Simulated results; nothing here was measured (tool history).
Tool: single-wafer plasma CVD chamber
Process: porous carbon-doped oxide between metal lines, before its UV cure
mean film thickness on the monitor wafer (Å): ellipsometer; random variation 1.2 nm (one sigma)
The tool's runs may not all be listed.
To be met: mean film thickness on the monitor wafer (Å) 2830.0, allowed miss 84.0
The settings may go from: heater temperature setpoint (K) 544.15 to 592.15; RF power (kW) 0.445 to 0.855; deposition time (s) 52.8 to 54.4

run,hour,heater temperature setpoint (K),RF power (kW),deposition time (s),mean film thickness on the monitor wafer (Å)
1,0.0,568.15,0.650,52.8,3278.1
2,5.7,572.15,0.635,52.8,3178.8
3,13.2,562.15,0.635,52.8,3371.3
4,17.3,567.15,0.635,52.8,3285.2
5,25.7,577.15,0.635,52.8,3067.1
6,32.1,577.15,0.725,52.8,3305.3
7,38.0,580.15,0.700,52.8,3213.7
8,46.1,583.15,0.680,52.8,3085.8
9,54.6,583.15,0.680,52.8,3113.8
10,62.6,585.15,0.660,52.8,2996.9
11,66.1,586.15,0.650,52.8,2973.8
12,75.0,587.15,0.640,52.8,2913.5

4 next moves are on the table. One of them brings every result within its allowed miss. Which?
A,83.9,589.15,0.630,52.8,?
B,83.9,583.15,0.630,53.9,?
C,83.9,589.15,0.645,54.4,?
D,83.9,587.15,0.660,53.7,?

move,mean film thickness on the monitor wafer (Å)
A,2870.4
B,3026.1
C,2996.8
D,3031.3
A: meets every target
B: further off than the last run
C: further off than the last run
D: further off than the last run
The right move is A.

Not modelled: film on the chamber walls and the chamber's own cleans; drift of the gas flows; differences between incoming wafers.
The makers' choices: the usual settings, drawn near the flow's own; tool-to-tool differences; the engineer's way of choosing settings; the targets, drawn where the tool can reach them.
